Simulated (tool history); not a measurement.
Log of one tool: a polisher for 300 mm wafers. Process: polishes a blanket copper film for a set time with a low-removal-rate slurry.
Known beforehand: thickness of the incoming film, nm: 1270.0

run	hour	flow of slurry (ml/min)	pressure of the wafer on the pad (psi)	speed of the pad under the wafer (cm/s)	abrasive content of the slurry	polishing time (s)	film removed (nm)
1	0	275	3.4	136	1	26	116.5
2	5.7	305	3.4	136	1	26	115.74
3	6.3	305	3.3	136	1	26	112.55
4	15.1	370	3.3	136	1	26	116.09
5	20.5	370	3.3	154	1	26	128.71
6	25.9	330	3.3	154	1	26	128.22
7	30.1	330	3.1	154	1	26	121.69
8	31.8	330	2.9	154	1	26	116.38

What does the tool deliver on the next run?
9	37.8	330	1.9	152	1	26	?

{"run 9": {"film removed (nm)": 81.025}}
